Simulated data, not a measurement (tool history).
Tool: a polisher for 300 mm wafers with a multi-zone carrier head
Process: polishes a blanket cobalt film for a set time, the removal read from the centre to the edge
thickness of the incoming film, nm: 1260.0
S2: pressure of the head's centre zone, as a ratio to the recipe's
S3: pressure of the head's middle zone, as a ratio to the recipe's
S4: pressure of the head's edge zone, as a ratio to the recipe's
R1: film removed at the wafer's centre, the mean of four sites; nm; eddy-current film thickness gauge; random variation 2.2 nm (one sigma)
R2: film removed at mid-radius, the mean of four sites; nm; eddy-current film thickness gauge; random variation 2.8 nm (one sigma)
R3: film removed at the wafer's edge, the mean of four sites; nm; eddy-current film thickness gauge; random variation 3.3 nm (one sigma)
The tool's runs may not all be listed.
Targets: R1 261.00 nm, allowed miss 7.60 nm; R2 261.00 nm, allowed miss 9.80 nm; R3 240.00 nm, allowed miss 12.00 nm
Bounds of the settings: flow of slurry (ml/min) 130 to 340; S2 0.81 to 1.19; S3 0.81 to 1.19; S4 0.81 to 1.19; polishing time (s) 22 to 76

{"run": 1, "day": 0.0, "flow of slurry (ml/min)": 220, "S2": 1.0, "S3": 1.0, "S4": 1.0, "polishing time (s)": 49, "R1": 220.72, "R2": 228.64, "R3": 223.66}
{"run": 2, "day": 0.058, "flow of slurry (ml/min)": 220, "S2": 1.0, "S3": 1.0, "S4": 0.97, "polishing time (s)": 49, "R1": 218.1, "R2": 228.29, "R3": 223.11}
{"run": 3, "day": 0.225, "flow of slurry (ml/min)": 220, "S2": 0.92, "S3": 1.0, "S4": 0.97, "polishing time (s)": 49, "R1": 205.59, "R2": 231.16, "R3": 222.83}
{"run": 4, "day": 0.342, "flow of slurry (ml/min)": 220, "S2": 0.92, "S3": 1.0, "S4": 0.97, "polishing time (s)": 43, "R1": 180.69, "R2": 203.74, "R3": 195.86}
{"run": 5, "day": 0.658, "flow of slurry (ml/min)": 220, "S2": 0.92, "S3": 1.0, "S4": 0.97, "polishing time (s)": 39, "R1": 162.69, "R2": 184.23, "R3": 174.09}
{"run": 6, "day": 0.796, "flow of slurry (ml/min)": 220, "S2": 0.92, "S3": 1.0, "S4": 1.04, "polishing time (s)": 39, "R1": 163.78, "R2": 184.25, "R3": 184.58}
{"run": 7, "day": 0.975, "flow of slurry (ml/min)": 220, "S2": 0.92, "S3": 1.0, "S4": 1.04, "polishing time (s)": 39, "R1": 160.7, "R2": 185.16, "R3": 182.4}
{"run": 8, "day": 1.092, "flow of slurry (ml/min)": 270, "S2": 1.02, "S3": 1.1, "S4": 1.14, "polishing time (s)": 51, "R1": 238.26, "R2": 261.74, "R3": 251.05}
{"run": 9, "day": 1.238, "flow of slurry (ml/min)": 280, "S2": 1.04, "S3": 1.1, "S4": 1.12, "polishing time (s)": 51, "R1": 245.48, "R2": 266.61, "R3": 252.46}
{"run": 10, "day": 1.583, "flow of slurry (ml/min)": 295, "S2": 1.13, "S3": 1.08, "S4": 1.03, "polishing time (s)": 49, "R1": 258.11, "R2": 247.19, "R3": 232.84}
{"run": 11, "day": 1.75, "flow of slurry (ml/min)": 295, "S2": 1.13, "S3": 1.08, "S4": 1.03, "polishing time (s)": 49, "R1": 254.46, "R2": 252.38, "R3": 228.68}
{"run": 12, "day": 1.929, "flow of slurry (ml/min)": 295, "S2": 1.13, "S3": 1.08, "S4": 1.04, "polishing time (s)": 49, "R1": 250.33, "R2": 250.87, "R3": 232.07}

4 next moves are on the table. One of them brings every result within its allowed miss. Which?
{"run": "A", "day": 2.108, "flow of slurry (ml/min)": 270, "S2": 1.19, "S3": 1.01, "S4": 1.0, "polishing time (s)": 47, "R1": "?", "R2": "?", "R3": "?"}
{"run": "B", "day": 2.108, "flow of slurry (ml/min)": 285, "S2": 1.08, "S3": 1.11, "S4": 1.0, "polishing time (s)": 48, "R1": "?", "R2": "?", "R3": "?"}
{"run": "C", "day": 2.108, "flow of slurry (ml/min)": 290, "S2": 1.07, "S3": 1.04, "S4": 1.04, "polishing time (s)": 49, "R1": "?", "R2": "?", "R3": "?"}
{"run": "D", "day": 2.108, "flow of slurry (ml/min)": 310, "S2": 1.12, "S3": 1.09, "S4": 1.03, "polishing time (s)": 51, "R1": "?", "R2": "?", "R3": "?"}

move=A R1=253.96 R2=228.02 R3=225.26
move=B R1=238.77 R2=253.68 R3=230.56
move=C R1=241.97 R2=245.32 R3=240.40
move=D R1=264.25 R2=267.18 R3=249.91
A: brings the result that was furthest off to its target, and leaves another outside
B: further off than the last run
C: further off than the last run
D: meets every target
Move D is the one to make.
